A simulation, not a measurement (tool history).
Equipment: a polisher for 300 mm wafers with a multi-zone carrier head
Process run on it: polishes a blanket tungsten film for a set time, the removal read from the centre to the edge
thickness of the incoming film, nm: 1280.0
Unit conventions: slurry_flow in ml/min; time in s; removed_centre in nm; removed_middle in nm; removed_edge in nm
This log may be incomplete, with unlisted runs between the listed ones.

run  hour  slurry_flow  centre_zone  middle_zone  edge_zone  slurry_solids  time  removed_centre  removed_middle  removed_edge
  1   0.0          265         1.00         1.00       1.00           1.00    56          350.38          359.09        350.19
  2   8.2          210         1.00         1.00       1.00           1.00    56          334.38          356.32        344.88
  3  14.4          210         1.00         0.92       1.00           1.00    56          335.24          325.91        351.16
  4  21.0          215         1.01         0.93       0.98           0.95    56          344.55          322.25        338.24
  5  27.8          215         1.09         0.93       0.98           0.95    56          356.32          326.37        341.32
  6  33.3          210         1.08         0.94       0.96           0.90    56          343.30          318.37        334.49
  7  40.2          225         1.09         0.96       0.94           0.85    56          352.53          322.70        326.37

Forecast run 8:
  8  42.4          225         1.08         0.97       0.92           0.80    56               ?               ?             ?

{"run 8": {"removed_centre": 345.89, "removed_middle": 327.33, "removed_edge": 319.9}}

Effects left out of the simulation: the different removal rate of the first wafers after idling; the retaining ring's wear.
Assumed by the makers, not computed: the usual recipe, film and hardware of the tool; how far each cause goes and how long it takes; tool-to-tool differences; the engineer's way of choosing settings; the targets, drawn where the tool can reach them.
